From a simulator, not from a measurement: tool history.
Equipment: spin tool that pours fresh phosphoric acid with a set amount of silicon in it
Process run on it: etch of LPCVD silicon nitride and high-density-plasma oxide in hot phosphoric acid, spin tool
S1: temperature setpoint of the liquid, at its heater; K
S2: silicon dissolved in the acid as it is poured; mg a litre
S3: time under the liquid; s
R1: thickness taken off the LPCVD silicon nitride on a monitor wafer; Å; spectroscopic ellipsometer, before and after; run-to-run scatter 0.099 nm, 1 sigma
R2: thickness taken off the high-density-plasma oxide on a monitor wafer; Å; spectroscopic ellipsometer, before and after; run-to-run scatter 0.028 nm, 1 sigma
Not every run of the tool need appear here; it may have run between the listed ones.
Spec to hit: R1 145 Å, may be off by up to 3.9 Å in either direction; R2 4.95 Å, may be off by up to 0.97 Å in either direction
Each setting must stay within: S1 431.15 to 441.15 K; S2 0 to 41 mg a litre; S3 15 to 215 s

{"run": 1, "day": 0.0, "S1": 436.15, "S2": 18, "S3": 110, "R1": 120.75, "R2": 5.065}
{"run": 2, "day": 0.038, "S1": 437.15, "S2": 18, "S3": 110, "R1": 125.1, "R2": 5.2213}
{"run": 3, "day": 0.175, "S1": 437.65, "S2": 19, "S3": 110, "R1": 127.88, "R2": 5.5522}
{"run": 4, "day": 0.3, "S1": 437.65, "S2": 19, "S3": 75, "R1": 86.885, "R2": 3.8778}
{"run": 5, "day": 0.621, "S1": 435.65, "S2": 19, "S3": 75, "R1": 82.813, "R2": 3.146}
{"run": 6, "day": 0.692, "S1": 435.65, "S2": 11, "S3": 75, "R1": 80.778, "R2": 4.1644}
{"run": 7, "day": 1.008, "S1": 436.15, "S2": 13, "S3": 80, "R1": 87.128, "R2": 3.6029}
{"run": 8, "day": 1.133, "S1": 436.15, "S2": 16, "S3": 85, "R1": 93.44, "R2": 4.0801}
{"run": 9, "day": 1.275, "S1": 436.65, "S2": 17.5, "S3": 90, "R1": 102.36, "R2": 4.1833}
{"run": 10, "day": 1.588, "S1": 437.15, "S2": 19, "S3": 90, "R1": 103.65, "R2": 3.979}
{"run": 11, "day": 1.621, "S1": 437.65, "S2": 19.5, "S3": 90, "R1": 104.6, "R2": 4.2227}
{"run": 12, "day": 1.888, "S1": 438.15, "S2": 20.5, "S3": 90, "R1": 104.91, "R2": 4.4312}
{"run": 13, "day": 2.008, "S1": 438.15, "S2": 22, "S3": 95, "R1": 111.69, "R2": 4.7065}
{"run": 14, "day": 2.371, "S1": 438.15, "S2": 23.5, "S3": 95, "R1": 111.61, "R2": 4.1023}
{"run": 15, "day": 2.721, "S1": 440.65, "S2": 28.5, "S3": 120, "R1": 153.62, "R2": 5.3028}

Pick the move, out of 4, that brings all results within their allowed miss; only one does.
{"run": "A", "day": 3.071, "S1": 441.15, "S2": 28, "S3": 105, "R1": "?", "R2": "?"}
{"run": "B", "day": 3.071, "S1": 440.65, "S2": 16.5, "S3": 110, "R1": "?", "R2": "?"}
{"run": "C", "day": 3.071, "S1": 440.65, "S2": 27.5, "S3": 105, "R1": "?", "R2": "?"}
{"run": "D", "day": 3.071, "S1": 438.65, "S2": 26.5, "S3": 120, "R1": "?", "R2": "?"}

move=A R1=137.06 R2=4.9079
move=B R1=141.28 R2=7.0741
move=C R1=134.86 R2=4.8232
move=D R1=144.39 R2=4.9473
A: pushes the last run's worst result past its target
B: puts the biggest miss on target and leaves a different result outside tolerance
C: pushes the last run's worst result past its target
D: every result within its allowed miss
D is the move that brings every result within its allowed miss.
